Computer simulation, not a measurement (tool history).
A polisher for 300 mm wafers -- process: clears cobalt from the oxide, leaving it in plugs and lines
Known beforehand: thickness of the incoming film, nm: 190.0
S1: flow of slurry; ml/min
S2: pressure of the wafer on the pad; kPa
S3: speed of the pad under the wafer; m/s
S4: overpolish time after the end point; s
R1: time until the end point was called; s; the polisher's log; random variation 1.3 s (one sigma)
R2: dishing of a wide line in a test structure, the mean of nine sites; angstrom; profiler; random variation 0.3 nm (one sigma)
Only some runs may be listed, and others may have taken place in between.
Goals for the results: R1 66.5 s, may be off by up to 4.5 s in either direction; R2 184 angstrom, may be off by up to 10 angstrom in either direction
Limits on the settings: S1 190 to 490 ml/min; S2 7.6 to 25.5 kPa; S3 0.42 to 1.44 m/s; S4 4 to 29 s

run	hour	S1	S2	S3	S4	R1	R2
1	0	315	16.5	0.92	15	41.164	404.42
2	3	315	14.5	0.92	15	46.541	378.72
3	4.7	315	14.5	0.92	18	44.965	403.53
4	7	260	14.5	0.92	18	47.281	406.32
5	14.5	305	13.1	0.9	15	54.024	334.11
6	17.6	305	13.1	0.9	19	53.749	396.9
7	20.7	285	12.4	0.92	16	55	346.3
8	23.3	290	11.7	0.94	14	55.425	310.35
9	30.9	290	11	0.94	12	59.011	271.47
10	35.5	290	10.3	0.9	5	65.425	125.9
11	44.3	290	9.7	0.92	6	71.773	134.32
12	48.5	290	9.7	0.94	7	66.394	161.89
13	53.9	295	9	0.96	8	72.605	168.33

Which one of the following 5 next-run settings gets every result inside its allowed miss? There is exactly one.
A	59.3	320	9.7	0.96	7	?	?
B	59.3	295	7.6	0.98	10	?	?
C	59.3	275	8.3	0.92	11	?	?
D	59.3	220	7.6	1.24	7	?	?
E	59.3	290	8.3	1.12	8	?	?

move	R1	R2
A	64.83	163.34
B	80.292	184.07
C	79.132	201.16
D	65.549	161.82
E	65.061	181.96
A: lands further from the targets than the last run did
B: corrects the largest miss of the last run, while another result sits out of spec
C: carries the result that was furthest off beyond its target, to the other side
D: lands further from the targets than the last run did
E: in spec on every target
E meets every target.

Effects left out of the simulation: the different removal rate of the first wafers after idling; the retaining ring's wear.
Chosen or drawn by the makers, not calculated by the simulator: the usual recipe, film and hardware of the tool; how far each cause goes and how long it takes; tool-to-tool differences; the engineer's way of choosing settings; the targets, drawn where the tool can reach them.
